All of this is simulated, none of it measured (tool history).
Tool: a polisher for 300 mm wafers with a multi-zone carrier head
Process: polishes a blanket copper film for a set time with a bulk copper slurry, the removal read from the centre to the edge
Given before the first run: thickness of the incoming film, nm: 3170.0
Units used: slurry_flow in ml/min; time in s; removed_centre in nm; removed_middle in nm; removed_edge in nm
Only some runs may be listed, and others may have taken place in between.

{"run": 1, "day": 0.0, "slurry_flow": 130, "centre_zone": 1, "middle_zone": 1, "edge_zone": 1, "slurry_solids": 1, "time": 31, "removed_centre": 339.46, "removed_middle": 345.92, "removed_edge": 330.48}
{"run": 2, "day": 0.25, "slurry_flow": 130, "centre_zone": 1, "middle_zone": 1.07, "edge_zone": 1, "slurry_solids": 1, "time": 31, "removed_centre": 336.8, "removed_middle": 361.02, "removed_edge": 329.13}
{"run": 3, "day": 0.575, "slurry_flow": 120, "centre_zone": 0.99, "middle_zone": 1.02, "edge_zone": 0.96, "slurry_solids": 0.85, "time": 28, "removed_centre": 285.81, "removed_middle": 308.97, "removed_edge": 281.14}
{"run": 4, "day": 0.808, "slurry_flow": 95, "centre_zone": 0.99, "middle_zone": 1.02, "edge_zone": 0.96, "slurry_solids": 0.85, "time": 28, "removed_centre": 276.89, "removed_middle": 293.98, "removed_edge": 275.8}
{"run": 5, "day": 1.171, "slurry_flow": 95, "centre_zone": 0.99, "middle_zone": 0.98, "edge_zone": 0.93, "slurry_solids": 0.75, "time": 26, "removed_centre": 255.55, "removed_middle": 258.63, "removed_edge": 247.27}
{"run": 6, "day": 1.367, "slurry_flow": 100, "centre_zone": 0.97, "middle_zone": 0.95, "edge_zone": 0.9, "slurry_solids": 0.7, "time": 25, "removed_centre": 239.34, "removed_middle": 245.44, "removed_edge": 236.55}
{"run": 7, "day": 1.654, "slurry_flow": 100, "centre_zone": 0.97, "middle_zone": 0.94, "edge_zone": 0.88, "slurry_solids": 0.65, "time": 24, "removed_centre": 222.66, "removed_middle": 229.8, "removed_edge": 218.21}
{"run": 8, "day": 1.804, "slurry_flow": 100, "centre_zone": 0.97, "middle_zone": 0.92, "edge_zone": 0.86, "slurry_solids": 0.6, "time": 24, "removed_centre": 221.71, "removed_middle": 223.61, "removed_edge": 213.26}
{"run": 9, "day": 2.083, "slurry_flow": 95, "centre_zone": 0.97, "middle_zone": 0.91, "edge_zone": 0.85, "slurry_solids": 0.6, "time": 24, "removed_centre": 219.44, "removed_middle": 221.41, "removed_edge": 211.04}

For run 10, what comes out?
{"run": 10, "day": 2.146, "slurry_flow": 95, "centre_zone": 0.97, "middle_zone": 0.9, "edge_zone": 0.84, "slurry_solids": 0.6, "time": 24, "removed_centre": "?", "removed_middle": "?", "removed_edge": "?"}

Logged for run 10: removed_centre 215.23 nm, removed_middle 220.29 nm, removed_edge 209.88 nm.
